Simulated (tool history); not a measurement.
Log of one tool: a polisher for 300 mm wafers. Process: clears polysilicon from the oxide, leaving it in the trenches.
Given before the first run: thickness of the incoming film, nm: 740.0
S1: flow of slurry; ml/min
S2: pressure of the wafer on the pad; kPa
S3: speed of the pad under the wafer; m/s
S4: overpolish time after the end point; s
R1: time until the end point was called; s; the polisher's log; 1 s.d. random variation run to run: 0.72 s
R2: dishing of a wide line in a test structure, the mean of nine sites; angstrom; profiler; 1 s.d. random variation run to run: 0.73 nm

Run 1, day 0.000: S1 150 ml/min, S2 18.6 kPa, S3 1.08 m/s, S4 12 s. Result: R1 56.833 s, R2 665.91 angstrom.
Run 2, day 0.279: S1 150 ml/min, S2 20.0 kPa, S3 1.08 m/s, S4 9 s. Result: R1 52.953 s, R2 595.60 angstrom.
Run 3, day 0.358: S1 125 ml/min, S2 20.0 kPa, S3 1.08 m/s, S4 9 s. Result: R1 54.938 s, R2 592.61 angstrom.
Run 4, day 0.483: S1 125 ml/min, S2 20.0 kPa, S3 1.20 m/s, S4 9 s. Result: R1 50.223 s, R2 621.60 angstrom.
Run 5, day 0.775: S1 160 ml/min, S2 22.8 kPa, S3 1.02 m/s, S4 7 s. Result: R1 50.308 s, R2 546.74 angstrom.
Run 6, day 0.879: S1 185 ml/min, S2 24.8 kPa, S3 0.98 m/s, S4 6 s. Result: R1 45.895 s, R2 525.16 angstrom.
Run 7, day 1.146: S1 200 ml/min, S2 26.2 kPa, S3 0.94 m/s, S4 5 s. Result: R1 47.560 s, R2 480.42 angstrom.
Run 8, day 1.196: S1 210 ml/min, S2 26.9 kPa, S3 0.96 m/s, S4 5 s. Result: R1 44.533 s, R2 484.32 angstrom.

Forecast run 9:
Run 9, day 1.221: S1 215 ml/min, S2 27.6 kPa, S3 0.98 m/s, S4 5 s. Result: R1 ?, R2 ?.

{"run 9": {"R1": 40.962, "R2": 492.28}}
